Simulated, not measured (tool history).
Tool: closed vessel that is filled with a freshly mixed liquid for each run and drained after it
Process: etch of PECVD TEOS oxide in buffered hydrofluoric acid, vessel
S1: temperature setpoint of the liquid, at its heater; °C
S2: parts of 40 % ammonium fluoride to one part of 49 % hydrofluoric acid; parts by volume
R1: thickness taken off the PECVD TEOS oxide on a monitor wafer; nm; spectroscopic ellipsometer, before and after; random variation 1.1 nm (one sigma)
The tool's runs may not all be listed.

{"run": 1, "day": 0.0, "S1": 23.0, "S2": 11, "time in the liquid (s)": 90, "R1": 146.82}
{"run": 2, "day": 0.25, "S1": 19.5, "S2": 11, "time in the liquid (s)": 90, "R1": 123.44}
{"run": 3, "day": 0.425, "S1": 17.0, "S2": 11, "time in the liquid (s)": 90, "R1": 103.34}
{"run": 4, "day": 0.562, "S1": 18.0, "S2": 11, "time in the liquid (s)": 90, "R1": 111.64}
{"run": 5, "day": 0.692, "S1": 17.0, "S2": 11, "time in the liquid (s)": 90, "R1": 104.46}
{"run": 6, "day": 0.892, "S1": 17.0, "S2": 11, "time in the liquid (s)": 90, "R1": 105.47}
{"run": 7, "day": 1.092, "S1": 18.0, "S2": 11, "time in the liquid (s)": 90, "R1": 110.12}
{"run": 8, "day": 1.325, "S1": 19.0, "S2": 11, "time in the liquid (s)": 90, "R1": 117.67}

Run 9 comes next. What will it give?
{"run": 9, "day": 1.667, "S1": 19.5, "S2": 11, "time in the liquid (s)": 90, "R1": "?"}

{"run 9": {"R1": 119.61}}

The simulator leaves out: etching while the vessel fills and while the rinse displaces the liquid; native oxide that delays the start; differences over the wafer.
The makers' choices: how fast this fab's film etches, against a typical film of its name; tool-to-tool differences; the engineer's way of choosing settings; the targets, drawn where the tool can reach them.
